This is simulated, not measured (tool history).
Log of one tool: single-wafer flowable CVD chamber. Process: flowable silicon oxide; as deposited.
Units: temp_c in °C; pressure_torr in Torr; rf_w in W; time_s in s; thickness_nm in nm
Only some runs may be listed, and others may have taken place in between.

run,hour,temp_c,pressure_torr,rf_w,time_s,thickness_nm
1,0.0,90,0.797,1660,780,643.32
2,5.7,90,0.797,1480,780,617.05
3,12.8,91,0.797,1480,780,596.68
4,14.7,84,0.797,1480,780,761.74
5,17.3,84,0.797,1480,743,731.48
6,25.6,86,0.797,1480,743,679.06
7,33.1,87,0.797,1480,743,653.27
8,34.7,88,0.797,1480,743,638.62

What does the tool deliver on the next run?
9,39.2,89,0.797,1480,743,?

Run 9 gave thickness_nm 612.62 nm.
